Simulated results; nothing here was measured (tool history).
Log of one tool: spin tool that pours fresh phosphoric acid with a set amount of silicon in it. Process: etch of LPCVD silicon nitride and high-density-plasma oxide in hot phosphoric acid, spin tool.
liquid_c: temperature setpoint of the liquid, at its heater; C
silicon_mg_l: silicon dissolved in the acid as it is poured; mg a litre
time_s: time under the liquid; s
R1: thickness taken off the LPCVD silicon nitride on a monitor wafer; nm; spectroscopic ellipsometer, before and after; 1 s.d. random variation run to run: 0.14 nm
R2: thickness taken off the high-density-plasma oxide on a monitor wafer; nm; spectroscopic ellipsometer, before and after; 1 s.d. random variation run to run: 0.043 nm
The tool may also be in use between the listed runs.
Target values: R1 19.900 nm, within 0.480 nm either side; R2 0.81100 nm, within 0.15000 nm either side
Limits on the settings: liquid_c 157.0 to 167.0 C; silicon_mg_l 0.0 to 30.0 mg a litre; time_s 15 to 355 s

{"run": 1, "hour": 0.0, "liquid_c": 162.0, "silicon_mg_l": 13.0, "time_s": 180, "R1": 16.929, "R2": 0.56454}
{"run": 2, "hour": 4.3, "liquid_c": 162.5, "silicon_mg_l": 13.0, "time_s": 180, "R1": 17.123, "R2": 0.64072}
{"run": 3, "hour": 8.0, "liquid_c": 161.0, "silicon_mg_l": 13.0, "time_s": 180, "R1": 16.318, "R2": 0.55865}
{"run": 4, "hour": 14.3, "liquid_c": 161.0, "silicon_mg_l": 13.0, "time_s": 250, "R1": 22.853, "R2": 0.76203}
{"run": 5, "hour": 16.4, "liquid_c": 160.0, "silicon_mg_l": 13.0, "time_s": 250, "R1": 22.29, "R2": 0.70701}
{"run": 6, "hour": 18.3, "liquid_c": 160.0, "silicon_mg_l": 11.5, "time_s": 250, "R1": 21.963, "R2": 0.70983}
{"run": 7, "hour": 27.1, "liquid_c": 160.0, "silicon_mg_l": 10.0, "time_s": 250, "R1": 22.118, "R2": 0.79567}
{"run": 8, "hour": 28.7, "liquid_c": 160.0, "silicon_mg_l": 9.5, "time_s": 250, "R1": 22.285, "R2": 0.7857}
{"run": 9, "hour": 32.6, "liquid_c": 160.0, "silicon_mg_l": 8.5, "time_s": 250, "R1": 21.968, "R2": 0.799}
{"run": 10, "hour": 41.2, "liquid_c": 160.0, "silicon_mg_l": 7.5, "time_s": 250, "R1": 22.219, "R2": 0.86678}
{"run": 11, "hour": 47.0, "liquid_c": 159.5, "silicon_mg_l": 7.0, "time_s": 250, "R1": 21.96, "R2": 0.87131}

Which single option among these 4 for the next run brings every result within its allowed miss of target? Just one does.
{"run": "A", "hour": 52.8, "liquid_c": 159.0, "silicon_mg_l": 17.5, "time_s": 295, "R1": "?", "R2": "?"}
{"run": "B", "hour": 52.8, "liquid_c": 159.5, "silicon_mg_l": 12.5, "time_s": 260, "R1": "?", "R2": "?"}
{"run": "C", "hour": 52.8, "liquid_c": 159.0, "silicon_mg_l": 0.5, "time_s": 220, "R1": "?", "R2": "?"}
{"run": "D", "hour": 52.8, "liquid_c": 158.5, "silicon_mg_l": 2.5, "time_s": 235, "R1": "?", "R2": "?"}

move=A R1=25.167 R2=0.78208
move=B R1=22.558 R2=0.81079
move=C R1=18.769 R2=0.84765
move=D R1=19.712 R2=0.84032
A: further off than the last run
B: further off than the last run
C: the result that was furthest off in the last run now lies on the other side of its target
D: in spec on every target
Correct choice: D, which meets every target

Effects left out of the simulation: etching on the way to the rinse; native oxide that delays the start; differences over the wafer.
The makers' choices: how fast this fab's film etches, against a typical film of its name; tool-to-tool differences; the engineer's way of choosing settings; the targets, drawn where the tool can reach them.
